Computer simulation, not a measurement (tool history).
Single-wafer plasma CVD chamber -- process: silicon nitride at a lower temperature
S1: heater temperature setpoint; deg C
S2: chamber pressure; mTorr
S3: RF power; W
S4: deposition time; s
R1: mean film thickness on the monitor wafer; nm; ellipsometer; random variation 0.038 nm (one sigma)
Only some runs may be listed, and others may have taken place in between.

run,hour,S1,S2,S3,S4,R1
1,0.0,350,1890,230,12.4,11.654
2,0.6,350,1890,230,12.4,11.763
3,2.6,350,1770,225,12.4,11.095
4,9.4,350,1660,225,12.4,10.898
5,10.0,346,1660,225,12.4,11.002
6,18.1,347,1570,225,12.4,10.758

Run 7, settings as shown, results not yet in. Your forecast:
7,22.8,347,1490,225,12.4,?

Run 7 produced R1 10.544 nm.
